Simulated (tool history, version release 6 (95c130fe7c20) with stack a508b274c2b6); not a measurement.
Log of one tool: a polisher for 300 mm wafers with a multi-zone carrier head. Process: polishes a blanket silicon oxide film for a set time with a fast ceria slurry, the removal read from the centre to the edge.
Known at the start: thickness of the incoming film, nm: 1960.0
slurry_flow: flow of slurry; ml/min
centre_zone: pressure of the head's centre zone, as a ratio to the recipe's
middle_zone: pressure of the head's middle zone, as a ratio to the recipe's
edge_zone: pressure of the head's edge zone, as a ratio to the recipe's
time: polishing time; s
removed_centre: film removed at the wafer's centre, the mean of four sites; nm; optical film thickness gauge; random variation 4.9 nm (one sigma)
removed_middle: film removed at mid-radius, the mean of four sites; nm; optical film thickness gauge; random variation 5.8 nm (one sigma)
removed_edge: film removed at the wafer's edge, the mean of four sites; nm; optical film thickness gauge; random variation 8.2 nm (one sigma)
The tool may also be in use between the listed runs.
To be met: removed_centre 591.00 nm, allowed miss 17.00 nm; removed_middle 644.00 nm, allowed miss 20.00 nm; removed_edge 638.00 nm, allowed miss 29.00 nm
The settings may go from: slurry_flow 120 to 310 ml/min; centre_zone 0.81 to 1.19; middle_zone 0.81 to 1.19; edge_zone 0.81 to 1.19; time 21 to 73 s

Run 1, hour 0.0: slurry_flow 200 ml/min, centre_zone 1.00, middle_zone 1.00, edge_zone 1.00, time 47 s. Result: removed_centre 801.16 nm, removed_middle 785.78 nm, removed_edge 823.28 nm.
Run 2, hour 4.6: slurry_flow 200 ml/min, centre_zone 1.00, middle_zone 1.05, edge_zone 1.00, time 47 s. Result: removed_centre 792.57 nm, removed_middle 821.96 nm, removed_edge 814.34 nm.
Run 3, hour 12.7: slurry_flow 200 ml/min, centre_zone 1.08, middle_zone 1.05, edge_zone 1.00, time 47 s. Result: removed_centre 860.07 nm, removed_middle 801.09 nm, removed_edge 814.55 nm.
Run 4, hour 16.4: slurry_flow 190 ml/min, centre_zone 1.03, middle_zone 1.03, edge_zone 0.97, time 45 s. Result: removed_centre 766.51 nm, removed_middle 763.63 nm, removed_edge 762.72 nm.
Run 5, hour 17.2: slurry_flow 180 ml/min, centre_zone 1.00, middle_zone 1.00, edge_zone 0.94, time 44 s. Result: removed_centre 740.25 nm, removed_middle 718.23 nm, removed_edge 729.28 nm.
Run 6, hour 23.4: slurry_flow 170 ml/min, centre_zone 0.96, middle_zone 0.99, edge_zone 0.92, time 43 s. Result: removed_centre 677.27 nm, removed_middle 706.67 nm, removed_edge 699.11 nm.
Run 7, hour 29.0: slurry_flow 160 ml/min, centre_zone 0.94, middle_zone 0.97, edge_zone 0.91, time 42 s. Result: removed_centre 637.92 nm, removed_middle 661.21 nm, removed_edge 691.82 nm.
Run 8, hour 34.1: slurry_flow 155 ml/min, centre_zone 0.93, middle_zone 0.97, edge_zone 0.89, time 42 s. Result: removed_centre 625.83 nm, removed_middle 645.21 nm, removed_edge 672.10 nm.
Run 9, hour 40.1: slurry_flow 150 ml/min, centre_zone 0.92, middle_zone 0.98, edge_zone 0.88, time 42 s. Result: removed_centre 609.89 nm, removed_middle 660.47 nm, removed_edge 637.33 nm.
Run 10, hour 47.0: slurry_flow 130 ml/min, centre_zone 0.90, middle_zone 0.96, edge_zone 0.90, time 42 s. Result: removed_centre 575.40 nm, removed_middle 613.76 nm, removed_edge 632.60 nm.

4 next moves are on the table. One of them brings every result within its allowed miss. Which?
Run A, hour 53.9: slurry_flow 120 ml/min, centre_zone 0.92, middle_zone 1.00, edge_zone 0.86, time 43 s. Result: removed_centre ?, removed_middle ?, removed_edge ?.
Run B, hour 53.9: slurry_flow 130 ml/min, centre_zone 0.89, middle_zone 0.92, edge_zone 0.91, time 41 s. Result: removed_centre ?, removed_middle ?, removed_edge ?.
Run C, hour 53.9: slurry_flow 155 ml/min, centre_zone 0.89, middle_zone 0.97, edge_zone 0.88, time 38 s. Result: removed_centre ?, removed_middle ?, removed_edge ?.
Run D, hour 53.9: slurry_flow 145 ml/min, centre_zone 0.88, middle_zone 0.94, edge_zone 0.86, time 40 s. Result: removed_centre ?, removed_middle ?, removed_edge ?.

move  removed_centre  removed_middle  removed_edge
   A          592.89          639.77        622.17
   B          560.74          581.86        619.02
   C          545.53          588.11        581.92
   D          558.06          594.06        599.96
A: meets every target
B: further off than the last run
C: further off than the last run
D: further off than the last run
Answer: A
